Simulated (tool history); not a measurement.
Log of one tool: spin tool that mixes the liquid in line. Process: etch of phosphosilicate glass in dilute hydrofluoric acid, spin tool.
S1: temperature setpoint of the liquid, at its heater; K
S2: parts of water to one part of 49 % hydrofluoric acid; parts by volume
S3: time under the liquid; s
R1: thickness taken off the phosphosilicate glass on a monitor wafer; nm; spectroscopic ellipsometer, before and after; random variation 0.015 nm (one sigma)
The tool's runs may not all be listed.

run	hour	S1	S2	S3	R1
1	0.0	293.15	150	15	5.0179
2	7.7	293.15	150	15	5.0305
3	13.8	293.15	150	15	5.0116
4	16.7	292.65	160	15	4.5581
5	17.8	292.65	160	15	4.5656
6	25.4	292.15	170	15	4.1856
7	26.0	291.65	180	15	3.8353
8	32.2	291.15	185	15	3.6282

Run 9 comes next. What will it give?
9	38.3	291.15	190	15	?

Run 9 gave R1 3.5210 nm.

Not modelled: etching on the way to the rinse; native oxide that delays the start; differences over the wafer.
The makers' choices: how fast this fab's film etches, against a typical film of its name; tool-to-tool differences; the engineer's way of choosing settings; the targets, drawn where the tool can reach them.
